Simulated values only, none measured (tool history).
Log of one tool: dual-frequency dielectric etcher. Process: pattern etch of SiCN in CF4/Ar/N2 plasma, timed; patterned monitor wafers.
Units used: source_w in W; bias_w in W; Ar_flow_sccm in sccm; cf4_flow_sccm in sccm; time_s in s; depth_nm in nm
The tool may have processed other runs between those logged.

Run 1, hour 0: source_w 590 W, bias_w 69 W, Ar_flow_sccm 94 sccm, cf4_flow_sccm 43 sccm, time_s 184.5 s. Result: depth_nm 207.94 nm.
Run 2, hour 3.9: source_w 500 W, bias_w 69 W, Ar_flow_sccm 94 sccm, cf4_flow_sccm 43 sccm, time_s 184.5 s. Result: depth_nm 188.62 nm.
Run 3, hour 10.9: source_w 500 W, bias_w 69 W, Ar_flow_sccm 84 sccm, cf4_flow_sccm 43 sccm, time_s 184.5 s. Result: depth_nm 192.95 nm.
Run 4, hour 12.1: source_w 530 W, bias_w 69 W, Ar_flow_sccm 84 sccm, cf4_flow_sccm 43 sccm, time_s 184.5 s. Result: depth_nm 202.98 nm.
Run 5, hour 19.9: source_w 550 W, bias_w 69 W, Ar_flow_sccm 84 sccm, cf4_flow_sccm 43 sccm, time_s 184.5 s. Result: depth_nm 204.98 nm.
Run 6, hour 24.4: source_w 550 W, bias_w 69 W, Ar_flow_sccm 84 sccm, cf4_flow_sccm 47 sccm, time_s 184.5 s. Result: depth_nm 206.36 nm.
Run 7, hour 30.9: source_w 670 W, bias_w 71 W, Ar_flow_sccm 83 sccm, cf4_flow_sccm 47 sccm, time_s 184.5 s. Result: depth_nm 237.19 nm.
Run 8, hour 35.1: source_w 680 W, bias_w 71 W, Ar_flow_sccm 83 sccm, cf4_flow_sccm 47 sccm, time_s 184.5 s. Result: depth_nm 236.22 nm.

Run 9 is up next; what results do you expect?
Run 9, hour 37.4: source_w 690 W, bias_w 71 W, Ar_flow_sccm 83 sccm, cf4_flow_sccm 47 sccm, time_s 184.5 s. Result: depth_nm ?.

Run 9 measured depth_nm 238.73 nm.

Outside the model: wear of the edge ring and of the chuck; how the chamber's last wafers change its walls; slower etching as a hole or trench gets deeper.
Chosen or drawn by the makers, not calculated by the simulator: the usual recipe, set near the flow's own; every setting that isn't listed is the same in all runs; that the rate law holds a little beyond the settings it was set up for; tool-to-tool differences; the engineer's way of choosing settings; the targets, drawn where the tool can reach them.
